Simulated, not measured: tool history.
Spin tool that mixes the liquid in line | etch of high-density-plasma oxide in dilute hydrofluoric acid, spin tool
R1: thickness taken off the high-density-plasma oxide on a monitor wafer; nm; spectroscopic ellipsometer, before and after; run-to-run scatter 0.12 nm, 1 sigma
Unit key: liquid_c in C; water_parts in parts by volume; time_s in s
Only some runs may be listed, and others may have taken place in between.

run 1 day=0.000 | liquid_c=25.0 water_parts=255 time_s=285 | R1=6.8516
run 2 day=0.154 | liquid_c=25.0 water_parts=195 time_s=285 | R1=9.3833
run 3 day=0.208 | liquid_c=26.5 water_parts=195 time_s=285 | R1=9.8543
run 4 day=0.362 | liquid_c=24.5 water_parts=195 time_s=285 | R1=9.2765
run 5 day=0.612 | liquid_c=24.5 water_parts=195 time_s=305 | R1=9.8530
run 6 day=0.833 | liquid_c=24.5 water_parts=195 time_s=305 | R1=9.9011
run 7 day=1.192 | liquid_c=26.0 water_parts=190 time_s=305 | R1=10.8000
run 8 day=1.325 | liquid_c=27.0 water_parts=185 time_s=305 | R1=11.6210
run 9 day=1.650 | liquid_c=28.0 water_parts=185 time_s=305 | R1=12.1970
run 10 day=1.696 | liquid_c=29.0 water_parts=185 time_s=305 | R1=12.3400

Run 11 is up next; what results do you expect?
run 11 day=2.033 | liquid_c=29.5 water_parts=180 time_s=305 | R1=?

R1: 13.1590 nm
